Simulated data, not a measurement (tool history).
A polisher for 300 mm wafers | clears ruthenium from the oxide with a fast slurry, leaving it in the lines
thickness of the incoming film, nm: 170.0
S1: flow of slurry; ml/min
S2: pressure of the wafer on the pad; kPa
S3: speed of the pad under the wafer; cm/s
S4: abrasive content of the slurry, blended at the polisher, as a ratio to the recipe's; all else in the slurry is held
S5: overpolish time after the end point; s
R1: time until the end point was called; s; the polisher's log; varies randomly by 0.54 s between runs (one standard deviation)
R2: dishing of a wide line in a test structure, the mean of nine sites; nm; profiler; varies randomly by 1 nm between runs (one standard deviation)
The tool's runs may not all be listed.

run,day,S1,S2,S3,S4,S5,R1,R2
1,0.000,150,21.4,122,1.0,20,31.247,69.017
2,0.271,175,21.4,122,1.0,20,30.198,71.389
3,0.408,175,21.4,102,1.0,20,36.747,64.878
4,0.750,175,22.8,104,1.0,16,33.007,54.890
5,1.096,175,22.8,76,1.0,16,44.792,44.803
6,1.442,175,22.8,76,1.0,22,45.507,56.172
7,1.467,175,25.5,76,1.0,19,40.403,55.905
8,1.658,175,31.7,84,1.0,9,31.047,37.433
9,1.883,175,31.7,86,1.0,10,30.960,42.826
10,2.017,175,32.4,86,1.0,10,30.998,40.539

Run 11, settings as shown, results not yet in. Your forecast:
11,2.125,175,33.8,90,1.0,14,?,?

R1: 28.202 s
R2: 58.064 nm
